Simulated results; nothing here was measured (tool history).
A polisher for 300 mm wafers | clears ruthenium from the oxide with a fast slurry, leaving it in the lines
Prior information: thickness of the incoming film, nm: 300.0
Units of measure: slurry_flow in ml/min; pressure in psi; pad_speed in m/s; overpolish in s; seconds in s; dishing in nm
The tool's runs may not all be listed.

run    day  slurry_flow  pressure  pad_speed  slurry_solids  overpolish  seconds  dishing
  1      0          295       3.3        0.9              1          11   62.978   38.599
  2  0.058          290         3       0.76            0.9           9   82.929   25.612
  3  0.162          290         3       0.96            0.9           9   68.142   30.276
  4  0.379          290         3       0.76            0.9           9   86.499    25.65
  5  0.512          290         3       0.54            0.9           9   110.87     19.9
  6  0.658          285         3        0.5            0.8           7    124.5   13.842
  7  0.696          200       3.9        0.4           0.55           3   140.77   5.5418
  8  1.017          215         4        0.4           0.55           3    139.4   5.5913
  9  1.075          230       4.1        0.4           0.55           3   131.94   5.8255
 10   1.15          230       4.1        0.4           0.55           3   132.07   5.7639

What does the tool deliver on the next run?
 11  1.258          240       4.1        0.4           0.55           3        ?        ?

seconds: 132.16 s
dishing: 5.7657 nm

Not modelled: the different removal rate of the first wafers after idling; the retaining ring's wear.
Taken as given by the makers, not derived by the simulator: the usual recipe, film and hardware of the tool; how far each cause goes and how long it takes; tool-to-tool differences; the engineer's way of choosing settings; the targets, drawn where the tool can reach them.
